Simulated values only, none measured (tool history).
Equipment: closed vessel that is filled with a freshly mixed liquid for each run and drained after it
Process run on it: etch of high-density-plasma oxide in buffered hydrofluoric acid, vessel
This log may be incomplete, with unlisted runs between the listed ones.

run	day	temperature setpoint of the liquid (°C)	parts of 40 % ammonium fluoride to one part of 49 % hydrofluoric acid (parts by volume)	time in the liquid (s)	thickness taken off the high-density-plasma oxide on a monitor wafer (nm)
1	0.000	25.0	12.0	100	168.49
2	0.342	27.0	11.5	100	195.62
3	0.421	28.5	11.5	100	213.54
4	0.638	28.5	14.0	100	173.48
5	0.775	29.5	13.0	100	199.71
6	0.808	30.5	12.5	100	216.66
7	1.008	31.0	12.0	100	229.71

Expected results for the next run?
8	1.129	31.5	11.5	100	?

{"run 8": {"thickness taken off the high-density-plasma oxide on a monitor wafer (nm)": 248.32}}
